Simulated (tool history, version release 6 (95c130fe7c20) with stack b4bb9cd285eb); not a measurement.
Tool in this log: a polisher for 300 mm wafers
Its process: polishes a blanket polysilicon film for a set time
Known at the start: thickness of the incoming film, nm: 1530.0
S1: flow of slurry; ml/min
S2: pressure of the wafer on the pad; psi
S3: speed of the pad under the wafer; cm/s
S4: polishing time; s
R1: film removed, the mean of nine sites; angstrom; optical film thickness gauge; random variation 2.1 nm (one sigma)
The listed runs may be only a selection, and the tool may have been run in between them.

run  hour   S1   S2   S3  S4      R1
  1     0  185  1.6  116  63  3580.8
  2   0.8  180  1.5  116  63  3416.3
  3   4.2  200  1.5  116  63  3419.8
  4   7.1  200  1.4  116  63    3276
  5   7.7  200  1.4  138  63  3666.5
  6    16  200  1.3  138  63    3421
  7  21.4  190  1.1  138  63  3045.8

The next listed run, before its measurement:
  8  27.7  185   1  138  63   ?

{"run 8": {"R1": 2848.4}}

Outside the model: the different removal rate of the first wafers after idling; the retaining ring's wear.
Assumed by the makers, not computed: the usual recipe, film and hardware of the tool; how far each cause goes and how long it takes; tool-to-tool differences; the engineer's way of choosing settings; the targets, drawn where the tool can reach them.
